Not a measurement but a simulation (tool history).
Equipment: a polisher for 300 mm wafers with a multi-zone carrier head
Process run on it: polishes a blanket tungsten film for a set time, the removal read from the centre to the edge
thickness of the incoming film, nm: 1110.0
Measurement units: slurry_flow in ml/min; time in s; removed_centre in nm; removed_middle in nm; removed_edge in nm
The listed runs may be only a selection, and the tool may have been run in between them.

run  hour  slurry_flow  centre_zone  middle_zone  edge_zone  slurry_solids  time  removed_centre  removed_middle  removed_edge
  1     0          145            1            1          1              1    51          267.72          268.97        276.17
  2   2.5          140         0.99         0.97       0.99            0.9    48          240.21           242.3        248.24
  3   3.1          135         0.99         0.95          1           0.85    45          223.88          217.53        230.22
  4     6          130         0.98         0.93          1            0.8    43          210.06          195.03        218.88
  5  13.4          130         0.98         0.89          1            0.8    43          208.86          188.75        217.79
  6  15.9          125         0.97         0.88       0.98           0.75    42          194.68          181.26        206.16
  7  19.7          120         0.97         0.87       0.97            0.7    41          185.92          171.84        197.92

Estimate the outcome of run 8 from the log above:
  8  21.6          120         0.97         0.86       0.96           0.65    40               ?               ?             ?

Run 8 produced removed_centre 177.31 nm, removed_middle 162.21 nm, removed_edge 191.02 nm.
